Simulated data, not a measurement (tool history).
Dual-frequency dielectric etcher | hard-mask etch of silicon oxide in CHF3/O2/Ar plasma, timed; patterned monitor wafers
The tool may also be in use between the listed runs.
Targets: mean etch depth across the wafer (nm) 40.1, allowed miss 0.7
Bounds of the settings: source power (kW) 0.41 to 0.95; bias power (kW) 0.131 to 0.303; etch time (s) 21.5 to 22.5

run  hour  source power (kW)  bias power (kW)  etch time (s)  mean etch depth across the wafer (nm)
  1     0               0.68            0.217           21.5                                 46.145
  2   4.8               0.68            0.217           22.5                                 47.954
  3     8               0.68              0.2           22.5                                  46.77
  4  11.1               0.63            0.197           22.5                                  45.78
  5  12.4               0.59             0.19           22.5                                 44.605
  6  18.7               0.56            0.183           22.5                                 43.568
  7  21.7               0.53            0.178           22.5                                 42.808
  8  26.5               0.51            0.174           22.5                                 42.002

Which of these 5 next moves meets every target?
  A  31.3               0.62            0.186           21.5                                      ?
  B  31.3               0.56              0.2           21.5                                      ?
  C  31.3               0.59            0.144           22.5                                      ?
  D  31.3               0.66            0.189           21.5                                      ?
  E  31.3               0.52            0.192           22.5                                      ?

move  mean etch depth across the wafer (nm)
   A                                 42.603
   B                                 42.876
   C                                  40.31
   D                                 43.402
   E                                 43.595
A: further off than the last run
B: further off than the last run
C: meets every target
D: further off than the last run
E: further off than the last run
The right move is C.

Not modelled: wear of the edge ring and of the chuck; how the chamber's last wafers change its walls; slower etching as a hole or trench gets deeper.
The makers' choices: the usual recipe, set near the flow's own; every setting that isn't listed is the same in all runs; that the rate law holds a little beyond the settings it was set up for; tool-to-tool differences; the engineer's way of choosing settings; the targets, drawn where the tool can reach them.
